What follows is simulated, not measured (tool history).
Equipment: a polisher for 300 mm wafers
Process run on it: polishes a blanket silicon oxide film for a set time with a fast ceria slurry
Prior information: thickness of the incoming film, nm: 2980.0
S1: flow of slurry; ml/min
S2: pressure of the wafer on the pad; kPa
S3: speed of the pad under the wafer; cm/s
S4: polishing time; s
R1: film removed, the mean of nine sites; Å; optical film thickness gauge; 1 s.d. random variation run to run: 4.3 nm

run  hour   S1    S2   S3  S4      R1
  1     0  145  23.4  106  38  9313.8
  2   2.2  145  23.4  106  38  9246.3
  3   5.2  145    29  106  38   11188
  4  13.8  140  24.1  100  38  9057.6
  5  18.6  140  18.6  100  38  7151.3
  6  24.4  135  16.5   98  38  6384.1

Expected results for the next run?
  7  31.4  130  15.2  96  38   ?

{"run 7": {"R1": 5709.9}}
